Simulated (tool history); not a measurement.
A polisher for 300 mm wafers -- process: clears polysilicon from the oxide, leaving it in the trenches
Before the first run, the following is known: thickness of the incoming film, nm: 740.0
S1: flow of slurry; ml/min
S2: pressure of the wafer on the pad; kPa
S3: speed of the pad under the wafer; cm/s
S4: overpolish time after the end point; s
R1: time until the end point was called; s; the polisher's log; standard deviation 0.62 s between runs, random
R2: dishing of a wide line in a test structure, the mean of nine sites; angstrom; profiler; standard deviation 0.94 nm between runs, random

{"run": 1, "hour": 0.0, "S1": 200, "S2": 22.1, "S3": 126, "S4": 21, "R1": 33.233, "R2": 603.36}
{"run": 2, "hour": 7.7, "S1": 195, "S2": 19.3, "S3": 120, "S4": 19, "R1": 38.675, "R2": 630.82}
{"run": 3, "hour": 15.9, "S1": 145, "S2": 19.3, "S3": 120, "S4": 19, "R1": 40.381, "R2": 596.77}
{"run": 4, "hour": 19.5, "S1": 145, "S2": 19.3, "S3": 120, "S4": 28, "R1": 40.806, "R2": 599.42}
{"run": 5, "hour": 26.8, "S1": 140, "S2": 17.9, "S3": 112, "S4": 31, "R1": 46.255, "R2": 603.76}
{"run": 6, "hour": 32.5, "S1": 135, "S2": 16.5, "S3": 108, "S4": 31, "R1": 51.738, "R2": 607.9}
{"run": 7, "hour": 41.1, "S1": 130, "S2": 15.2, "S3": 106, "S4": 31, "R1": 56.319, "R2": 585.5}
{"run": 8, "hour": 44.1, "S1": 130, "S2": 13.8, "S3": 106, "S4": 29, "R1": 62.024, "R2": 602.33}
{"run": 9, "hour": 51.1, "S1": 130, "S2": 13.1, "S3": 106, "S4": 31, "R1": 63.067, "R2": 620.99}
{"run": 10, "hour": 51.7, "S1": 130, "S2": 13.8, "S3": 98, "S4": 27, "R1": 65.092, "R2": 602.37}
{"run": 11, "hour": 57.7, "S1": 145, "S2": 11.0, "S3": 92, "S4": 17, "R1": 79.161, "R2": 565.77}
{"run": 12, "hour": 62.6, "S1": 180, "S2": 12.4, "S3": 92, "S4": 7, "R1": 70.117, "R2": 424.5}

Predict the results of run 13:
{"run": 13, "hour": 64.2, "S1": 125, "S2": 12.4, "S3": 94, "S4": 17, "R1": "?", "R2": "?"}

R1: 74.538 s
R2: 587.44 angstrom
